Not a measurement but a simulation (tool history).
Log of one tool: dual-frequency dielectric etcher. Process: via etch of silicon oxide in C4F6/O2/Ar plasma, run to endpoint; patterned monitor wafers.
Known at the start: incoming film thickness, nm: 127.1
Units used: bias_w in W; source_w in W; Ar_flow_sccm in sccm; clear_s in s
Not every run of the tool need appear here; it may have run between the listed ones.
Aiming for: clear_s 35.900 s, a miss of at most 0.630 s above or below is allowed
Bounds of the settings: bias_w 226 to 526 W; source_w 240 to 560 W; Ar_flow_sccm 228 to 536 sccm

| run | hour | bias_w | source_w | Ar_flow_sccm | clear_s |
|---|---|---|---|---|---|
| 1 | 0.0 | 376 | 400 | 382 | 30.763 |
| 2 | 2.2 | 436 | 400 | 382 | 29.321 |
| 3 | 4.0 | 392 | 400 | 382 | 30.415 |
| 4 | 6.0 | 433 | 400 | 382 | 29.431 |
| 5 | 14.4 | 433 | 430 | 382 | 29.106 |
| 6 | 16.0 | 397 | 430 | 382 | 29.692 |
| 7 | 21.8 | 367 | 410 | 389 | 30.799 |
| 8 | 25.8 | 343 | 390 | 394 | 31.947 |
| 9 | 28.8 | 323 | 380 | 397 | 32.736 |
| 10 | 32.6 | 307 | 370 | 399 | 33.307 |
| 11 | 37.5 | 294 | 360 | 401 | 34.353 |
| 12 | 42.0 | 285 | 360 | 401 | 34.535 |

Exactly one of the 4 candidate moves below puts every result within its allowed miss. Which one?
| A | 46.5 | 286 | 380 | 427 | ? |
| B | 46.5 | 324 | 380 | 421 | ? |
| C | 46.5 | 226 | 410 | 464 | ? |
| D | 46.5 | 306 | 390 | 370 | ? |

| move | clear_s |
|---|---|
| A | 34.008 |
| B | 32.843 |
| C | 35.563 |
| D | 32.653 |
A: moves away from the targets compared with the last run
B: moves away from the targets compared with the last run
C: each result inside its tolerance
D: moves away from the targets compared with the last run
So the answer is move C, the one that meets all the targets.

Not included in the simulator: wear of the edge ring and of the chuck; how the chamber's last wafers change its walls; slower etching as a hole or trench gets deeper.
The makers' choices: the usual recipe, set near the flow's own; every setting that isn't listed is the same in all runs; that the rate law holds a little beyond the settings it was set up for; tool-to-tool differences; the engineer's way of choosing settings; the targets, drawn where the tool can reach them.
